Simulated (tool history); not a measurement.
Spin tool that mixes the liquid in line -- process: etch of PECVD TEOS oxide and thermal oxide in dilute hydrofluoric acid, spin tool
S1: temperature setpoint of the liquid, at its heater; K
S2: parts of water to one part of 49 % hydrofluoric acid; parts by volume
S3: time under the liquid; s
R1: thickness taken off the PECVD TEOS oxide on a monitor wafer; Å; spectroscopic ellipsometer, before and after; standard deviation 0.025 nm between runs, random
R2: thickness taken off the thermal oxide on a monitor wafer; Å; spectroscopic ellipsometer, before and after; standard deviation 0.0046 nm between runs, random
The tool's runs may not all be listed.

run	hour	S1	S2	S3	R1	R2
1	0	297.15	175	175	185.68	45.656
2	2.8	295.65	205	165	138.05	33.972
3	9.7	294.65	230	150	104.88	25.672
4	12.6	294.65	185	150	136.56	33.718
5	18.9	293.65	215	140	102.69	25.298
6	21.7	293.15	235	135	87.964	21.377
7	25	292.65	255	125	71.395	17.519
8	34	292.15	270	120	62.405	15.438
9	39.8	291.65	280	115	56.469	13.89
10	44.4	291.15	290	110	49.919	12.535
11	50.1	291.15	295	105	46.906	11.654
12	52	291.15	300	105	46.271	11.387
13	52.8	291.15	305	105	45.27	11.208
14	53.9	291.15	310	105	44.116	10.818

The next listed run, before its measurement:
15	56.9	290.65	315	100	?	?

Run 15 came out at R1 40.425 Å, R2 10.075 Å.
